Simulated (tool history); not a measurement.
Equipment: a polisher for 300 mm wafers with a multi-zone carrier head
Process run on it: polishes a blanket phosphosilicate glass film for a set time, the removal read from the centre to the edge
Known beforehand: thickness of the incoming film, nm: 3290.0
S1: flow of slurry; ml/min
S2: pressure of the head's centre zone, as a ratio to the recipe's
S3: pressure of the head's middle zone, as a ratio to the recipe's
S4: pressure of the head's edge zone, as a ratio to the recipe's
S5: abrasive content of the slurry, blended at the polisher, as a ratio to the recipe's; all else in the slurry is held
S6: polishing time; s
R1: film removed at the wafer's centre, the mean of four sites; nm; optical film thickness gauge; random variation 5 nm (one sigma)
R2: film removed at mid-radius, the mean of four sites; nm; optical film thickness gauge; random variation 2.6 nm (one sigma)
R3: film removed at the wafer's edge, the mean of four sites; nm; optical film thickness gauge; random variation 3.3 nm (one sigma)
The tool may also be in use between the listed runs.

| run | hour | S1 | S2 | S3 | S4 | S5 | S6 | R1 | R2 | R3 |
|---|---|---|---|---|---|---|---|---|---|---|
| 1 | 0.0 | 120 | 1.00 | 1.00 | 1.00 | 1.0 | 67 | 401.31 | 403.58 | 410.52 |
| 2 | 3.7 | 120 | 0.99 | 1.00 | 1.01 | 1.0 | 67 | 397.71 | 409.37 | 408.10 |
| 3 | 9.6 | 120 | 0.99 | 1.00 | 1.01 | 0.9 | 67 | 381.29 | 392.72 | 395.52 |
| 4 | 11.1 | 120 | 0.99 | 1.00 | 0.98 | 0.9 | 67 | 377.44 | 392.88 | 392.54 |
| 5 | 18.8 | 120 | 0.98 | 0.99 | 0.99 | 0.9 | 67 | 375.32 | 388.47 | 396.33 |
| 6 | 25.7 | 120 | 0.98 | 0.99 | 0.94 | 0.9 | 67 | 384.64 | 392.85 | 381.46 |
| 7 | 28.0 | 120 | 0.97 | 0.99 | 0.95 | 0.9 | 67 | 375.00 | 392.10 | 383.67 |
| 8 | 28.9 | 120 | 0.96 | 0.99 | 0.97 | 0.9 | 67 | 367.92 | 393.38 | 390.20 |
| 9 | 36.5 | 120 | 0.96 | 0.98 | 0.98 | 0.9 | 67 | 384.80 | 387.29 | 388.14 |
| 10 | 39.9 | 120 | 0.97 | 0.99 | 1.00 | 0.9 | 67 | 381.46 | 395.36 | 391.15 |
| 11 | 46.4 | 115 | 0.98 | 1.00 | 1.02 | 0.9 | 67 | 383.63 | 388.61 | 400.20 |
| 12 | 49.2 | 115 | 0.96 | 1.00 | 1.03 | 0.9 | 67 | 374.53 | 389.01 | 400.33 |
| 13 | 49.7 | 115 | 0.95 | 1.00 | 1.04 | 0.9 | 67 | 364.76 | 388.63 | 397.32 |
| 14 | 55.1 | 115 | 0.95 | 1.00 | 1.06 | 0.9 | 67 | 366.04 | 391.11 | 405.21 |

The next listed run, before its measurement:
| 15 | 59.8 | 115 | 0.95 | 1.00 | 1.07 | 0.9 | 67 | ? | ? | ? |

R1: 358.38 nm
R2: 392.15 nm
R3: 405.16 nm
